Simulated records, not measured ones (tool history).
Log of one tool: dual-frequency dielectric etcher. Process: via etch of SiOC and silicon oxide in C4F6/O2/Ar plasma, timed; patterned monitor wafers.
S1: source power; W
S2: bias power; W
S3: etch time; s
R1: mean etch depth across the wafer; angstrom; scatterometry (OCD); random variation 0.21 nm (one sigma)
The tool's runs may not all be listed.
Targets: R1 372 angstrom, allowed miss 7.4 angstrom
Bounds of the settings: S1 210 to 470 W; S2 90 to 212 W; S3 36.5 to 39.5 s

| run | hour | S1 | S2 | S3 | R1 |
|---|---|---|---|---|---|
| 1 | 0 | 340 | 151 | 39.5 | 403.1 |
| 2 | 5.9 | 330 | 149 | 39.5 | 393.68 |
| 3 | 13.6 | 330 | 149 | 39.5 | 395.92 |
| 4 | 14.3 | 300 | 149 | 39.5 | 379.43 |
| 5 | 21.1 | 300 | 149 | 39.5 | 380.27 |
| 6 | 23.2 | 300 | 162 | 39.5 | 395.42 |
| 7 | 31 | 290 | 161 | 39.5 | 385.88 |
| 8 | 35.9 | 280 | 160 | 39.5 | 382.06 |
| 9 | 43.7 | 280 | 160 | 39.5 | 379.5 |

Which of these 5 next moves meets every target?
| A | 51.5 | 270 | 154 | 38 | ? |
| B | 51.5 | 310 | 137 | 39.5 | ? |
| C | 51.5 | 330 | 160 | 38 | ? |
| D | 51.5 | 270 | 156 | 37.5 | ? |
| E | 51.5 | 280 | 182 | 37.5 | ? |

| move | R1 |
|---|---|
| A | 353.9 |
| B | 368.62 |
| C | 390.42 |
| D | 351.32 |
| E | 382.37 |
A: takes the result that was furthest off past its target
B: meets every target
C: further off than the last run
D: takes the result that was furthest off past its target
E: further off than the last run
Answer: B
